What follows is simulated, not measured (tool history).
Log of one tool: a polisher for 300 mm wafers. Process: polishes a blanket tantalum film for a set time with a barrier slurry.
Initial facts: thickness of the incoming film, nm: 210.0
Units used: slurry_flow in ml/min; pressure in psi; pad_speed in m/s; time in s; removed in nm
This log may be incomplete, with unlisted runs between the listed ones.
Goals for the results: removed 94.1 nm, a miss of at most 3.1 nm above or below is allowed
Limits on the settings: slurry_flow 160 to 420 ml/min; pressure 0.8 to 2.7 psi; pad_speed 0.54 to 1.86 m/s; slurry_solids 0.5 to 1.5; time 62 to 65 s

run	hour	slurry_flow	pressure	pad_speed	slurry_solids	time	removed
1	0	270	1.7	1.18	1	62	116.87
2	3.1	270	2.1	1.18	1	62	145.85
3	9	270	2.1	1.18	1.1	62	144.98
4	10	270	2.4	1.18	1.1	62	167.7
5	11.2	270	2.3	1.18	1.1	62	161.03
6	17.8	270	2.3	1.48	1.1	62	198.64
7	20.9	270	2.1	1.48	1.1	62	182.16
8	26.9	270	2	1.48	1.1	62	177.21
9	29.3	270	1.9	1.46	1.1	62	162.32
10	35.6	265	1.4	1.44	1.1	62	119.99
11	42.8	260	1.2	1.44	1.1	62	103.4
12	46.8	255	1.2	1.44	1.1	62	104.36
13	52.6	250	1.2	1.44	1.1	62	102.76
14	57.7	245	1.2	1.44	1.1	62	103.01
15	63.1	240	1.2	1.44	1.1	62	101.26
16	70.9	235	1.2	1.44	1.1	62	102.56
17	79.5	230	1.2	1.44	1.1	62	101.61
18	86	225	1.2	1.44	1.1	62	102.6
19	87.1	225	1	1.44	1.1	62	84.626
20	93.1	230	1	1.44	1.1	62	84.511
21	101.1	235	1	1.44	1.1	62	85.413

5 candidate next runs follow, results not yet known. Just one meets every target within its allowed miss. Identify it.
A	109.1	225	1	1.66	0.9	62	?
B	109.1	295	0.9	1.34	1.25	63	?
C	109.1	240	1	1.24	1.15	62	?
D	109.1	350	0.8	1.42	1.45	62	?
E	109.1	290	0.9	1.48	1.1	63	?

move	removed
A	94.634
B	77.719
C	75.392
D	75.59
E	83.4
A: meets every target
B: lands further from the targets than the last run did
C: lands further from the targets than the last run did
D: lands further from the targets than the last run did
E: lands further from the targets than the last run did
So the answer is move A, the one that meets all the targets.
